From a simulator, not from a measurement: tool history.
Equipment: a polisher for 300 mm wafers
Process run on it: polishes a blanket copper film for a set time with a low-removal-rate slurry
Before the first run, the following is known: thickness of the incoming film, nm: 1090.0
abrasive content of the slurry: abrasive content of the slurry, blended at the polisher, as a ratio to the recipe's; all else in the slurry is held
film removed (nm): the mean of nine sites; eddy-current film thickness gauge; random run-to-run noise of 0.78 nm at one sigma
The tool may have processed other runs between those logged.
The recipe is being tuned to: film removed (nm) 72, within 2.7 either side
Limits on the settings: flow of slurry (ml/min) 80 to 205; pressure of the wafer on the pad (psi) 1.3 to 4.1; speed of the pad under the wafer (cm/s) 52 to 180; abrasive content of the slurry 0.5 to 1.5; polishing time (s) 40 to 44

run	hour	flow of slurry (ml/min)	pressure of the wafer on the pad (psi)	speed of the pad under the wafer (cm/s)	abrasive content of the slurry	polishing time (s)	film removed (nm)
1	0	135	2.7	116	1	44	122.38
2	7.4	135	2.7	116	0.9	44	118.65
3	12.2	135	2.5	116	0.9	44	109.55
4	21.2	135	2.5	116	0.75	44	104.58
# hour 28.8: slurry blender recalibrated
5	28.8	135	2.5	116	0.95	44	120.47
6	31.7	135	2.3	110	0.95	44	106.9
7	38.8	135	2.1	106	0.95	44	94.511
8	47	135	2	106	0.95	44	90.841
9	51.4	135	1.9	106	0.95	44	86.587
10	55.5	135	1.8	106	0.95	44	81.958

Below are 4 possible settings for the next run. Only one of them brings all results inside the allowed miss of their targets. Which is it?
A	59.6	155	1.3	142	0.9	41	?
B	59.6	160	1.9	100	1.2	44	?
C	59.6	125	2	96	1.05	44	?
D	59.6	175	2	108	0.95	41	?

move	film removed (nm)
A	70.372
B	88.817
C	84.282
D	88.35
A: each result inside its tolerance
B: misses by more than the last run did
C: misses by more than the last run did
D: misses by more than the last run did
The move that meets every target is A.
